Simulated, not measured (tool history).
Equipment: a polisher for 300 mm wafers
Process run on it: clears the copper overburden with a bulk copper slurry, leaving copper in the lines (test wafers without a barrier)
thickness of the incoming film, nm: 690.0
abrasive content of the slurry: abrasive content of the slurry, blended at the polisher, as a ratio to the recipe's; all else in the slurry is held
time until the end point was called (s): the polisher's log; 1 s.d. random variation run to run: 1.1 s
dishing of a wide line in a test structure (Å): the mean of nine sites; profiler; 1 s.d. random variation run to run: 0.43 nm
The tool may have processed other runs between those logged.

run  hour  flow of slurry (ml/min)  pressure of the wafer on the pad (psi)  speed of the pad under the wafer (cm/s)  abrasive content of the slurry  overpolish time after the end point (s)  time until the end point was called (s)  dishing of a wide line in a test structure (Å)
  1     0                      185                                     3.4                                      114                               1                                        8                                   51.051                                          466.02
  2   7.8                      180                                     3.1                                      114                               1                                        9                                   56.344                                          478.99
  3  10.4                      175                                     2.9                                      114                               1                                        9                                    61.16                                          460.21
  4  11.7                      170                                     2.8                                      114                               1                                        9                                   61.181                                          460.84
  5  18.2                      170                                     2.6                                      114                               1                                        9                                    62.83                                           432.3
  6  25.4                      215                                     2.6                                      114                               1                                        9                                   64.169                                          444.51

For run 7, what comes out?
  7  30.3                      215                                     2.5                                      114                               1                                        9                                        ?                                               ?

Run 7 yielded time until the end point was called (s) 63.676, dishing of a wide line in a test structure (Å) 428.1.
